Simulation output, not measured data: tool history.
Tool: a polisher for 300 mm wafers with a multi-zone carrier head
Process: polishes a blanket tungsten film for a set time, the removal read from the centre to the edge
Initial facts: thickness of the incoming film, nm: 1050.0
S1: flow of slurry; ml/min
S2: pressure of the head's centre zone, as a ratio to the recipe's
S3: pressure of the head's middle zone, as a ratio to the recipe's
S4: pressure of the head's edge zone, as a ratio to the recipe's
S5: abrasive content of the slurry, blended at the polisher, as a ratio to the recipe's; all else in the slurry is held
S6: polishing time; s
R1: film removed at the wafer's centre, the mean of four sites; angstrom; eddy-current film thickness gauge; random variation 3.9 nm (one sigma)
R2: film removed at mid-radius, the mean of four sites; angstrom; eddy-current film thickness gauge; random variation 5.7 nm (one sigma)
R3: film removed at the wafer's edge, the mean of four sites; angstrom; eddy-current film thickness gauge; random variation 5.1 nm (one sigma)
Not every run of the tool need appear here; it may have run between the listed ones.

Run 1, hour 0.0: S1 225 ml/min, S2 1.00, S3 1.00, S4 1.00, S5 1.00, S6 56 s. Result: R1 2301.0 angstrom, R2 2333.4 angstrom, R3 2333.8 angstrom.
Run 2, hour 5.3: S1 225 ml/min, S2 1.00, S3 1.00, S4 1.00, S5 0.80, S6 56 s. Result: R1 2222.9 angstrom, R2 2224.5 angstrom, R3 2222.6 angstrom.
Run 3, hour 6.1: S1 230 ml/min, S2 1.01, S3 1.01, S4 1.01, S5 0.90, S6 58 s. Result: R1 2369.6 angstrom, R2 2446.7 angstrom, R3 2357.3 angstrom.
Run 4, hour 7.1: S1 230 ml/min, S2 1.02, S3 1.01, S4 1.02, S5 0.95, S6 60 s. Result: R1 2493.1 angstrom, R2 2540.3 angstrom, R3 2526.0 angstrom.
Run 5, hour 8.1: S1 235 ml/min, S2 1.04, S3 1.02, S4 1.03, S5 1.00, S6 61 s. Result: R1 2679.0 angstrom, R2 2661.0 angstrom, R3 2597.5 angstrom.
Run 6, hour 16.1: S1 265 ml/min, S2 1.04, S3 1.02, S4 1.03, S5 1.00, S6 61 s. Result: R1 2659.0 angstrom, R2 2712.4 angstrom, R3 2663.3 angstrom.

Run 7 has not been measured yet. What should we expect?
Run 7, hour 17.4: S1 270 ml/min, S2 1.05, S3 1.03, S4 1.04, S5 1.05, S6 62 s. Result: R1 ?, R2 ?, R3 ?.

{"run 7": {"R1": 2807.7, "R2": 2774.2, "R3": 2717.8}}
